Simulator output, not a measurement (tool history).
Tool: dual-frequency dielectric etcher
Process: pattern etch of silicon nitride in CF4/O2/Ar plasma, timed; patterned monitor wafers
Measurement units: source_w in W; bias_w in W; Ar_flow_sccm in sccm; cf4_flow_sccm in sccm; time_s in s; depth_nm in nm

run  hour  source_w  bias_w  Ar_flow_sccm  cf4_flow_sccm  time_s  depth_nm
  1   0.0       450      64            82            105    12.5    24.467
  2   5.3       450      71            82            105    12.5    25.431
  3   8.4       450      79            82            105    12.5    26.068
  4  13.8       410      78            82            105    12.5    24.363
  5  20.9       410      78            69            105    12.5    25.009
  6  27.9       410      85            69            105    12.5    25.677

Estimate the outcome of run 7 from the log above:
  7  34.9       370      83            70            105    12.5         ?

Run 7 yielded depth_nm 23.932 nm.
